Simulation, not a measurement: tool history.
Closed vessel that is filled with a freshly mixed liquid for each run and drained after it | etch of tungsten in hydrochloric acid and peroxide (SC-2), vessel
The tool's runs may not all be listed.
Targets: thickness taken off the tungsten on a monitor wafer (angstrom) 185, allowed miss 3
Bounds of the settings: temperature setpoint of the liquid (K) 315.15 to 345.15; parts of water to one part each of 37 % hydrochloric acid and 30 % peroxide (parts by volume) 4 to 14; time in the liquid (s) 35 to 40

run,hour,temperature setpoint of the liquid (K),parts of water to one part each of 37 % hydrochloric acid and 30 % peroxide (parts by volume),time in the liquid (s),thickness taken off the tungsten on a monitor wafer (angstrom)
1,0,331.15,7.5,40,171.92
2,2,331.15,7.5,40,173.31
3,4,327.15,7.5,40,131.98
4,9.7,327.65,7.5,40,136.58
5,11.5,328.15,7.5,40,140.6
6,15.8,328.65,7.5,40,146.47
7,16.9,329.15,7.5,40,150.61
8,24.9,329.65,7.5,40,155.99
9,32.8,330.15,7.5,40,160.69
10,35.2,331.65,7.5,40,176.39

Which of these 5 next moves meets every target?
A,37.6,329.15,5.5,40,?
B,37.6,330.15,5.5,35,?
C,37.6,331.15,6.5,40,?
D,37.6,327.65,5,40,?
E,37.6,333.15,6.5,35,?

move,thickness taken off the tungsten on a monitor wafer (angstrom)
A,191.45
B,178.6
C,191.94
D,186.19
E,190.55
A: takes the result that was furthest off past its target
B: nearer than the last run, and not there yet
C: takes the result that was furthest off past its target
D: meets every target
E: takes the result that was furthest off past its target
Move D is the one to make.
